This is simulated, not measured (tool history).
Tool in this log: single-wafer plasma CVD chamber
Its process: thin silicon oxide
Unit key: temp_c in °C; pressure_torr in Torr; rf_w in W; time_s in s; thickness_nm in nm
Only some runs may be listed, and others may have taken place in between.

run 1 hour=0 | temp_c=425 pressure_torr=0.898 rf_w=260 time_s=9.19 | thickness_nm=17.506
run 2 hour=0.5 | temp_c=425 pressure_torr=0.774 rf_w=260 time_s=9.19 | thickness_nm=14.949
run 3 hour=5.7 | temp_c=425 pressure_torr=0.763 rf_w=260 time_s=9.19 | thickness_nm=14.736
run 4 hour=6.9 | temp_c=425 pressure_torr=0.661 rf_w=260 time_s=9.19 | thickness_nm=12.304
run 5 hour=9.7 | temp_c=425 pressure_torr=0.661 rf_w=225 time_s=9.19 | thickness_nm=11.693
run 6 hour=16.7 | temp_c=425 pressure_torr=0.661 rf_w=255 time_s=9.19 | thickness_nm=12.159
run 7 hour=23.1 | temp_c=425 pressure_torr=0.686 rf_w=255 time_s=9.19 | thickness_nm=12.616
run 8 hour=24.9 | temp_c=425 pressure_torr=0.705 rf_w=255 time_s=9.19 | thickness_nm=13.227
run 9 hour=30.9 | temp_c=425 pressure_torr=0.779 rf_w=255 time_s=9.19 | thickness_nm=15.028

Expected results for the next run?
run 10 hour=35.5 | temp_c=425 pressure_torr=0.77 rf_w=255 time_s=9.19 | thickness_nm=?

Run 10 gave thickness_nm 14.849 nm.
